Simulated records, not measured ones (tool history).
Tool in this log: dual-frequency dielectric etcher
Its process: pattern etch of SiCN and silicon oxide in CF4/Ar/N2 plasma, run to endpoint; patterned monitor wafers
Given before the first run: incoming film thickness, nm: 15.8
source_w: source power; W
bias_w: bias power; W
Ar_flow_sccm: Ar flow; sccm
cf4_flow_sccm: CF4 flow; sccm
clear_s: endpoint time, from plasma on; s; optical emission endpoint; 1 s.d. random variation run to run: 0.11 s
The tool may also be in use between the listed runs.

run	day	source_w	bias_w	Ar_flow_sccm	cf4_flow_sccm	clear_s
1	0	410	86	93	58	19.205
2	0.167	410	77	93	58	20.162
3	0.292	360	72	94	57	22.766
4	0.575	320	67	96	56	25.8
5	0.942	320	67	85	56	25.488
6	1.208	320	67	74	56	25.116
# day 1.304: source power generator calibrated
7	1.304	250	57	77	54	33.252

Run 8 has not been measured yet. What should we expect?
8	1.421	260	57	77	54	?

{"run 8": {"clear_s": 32.363}}
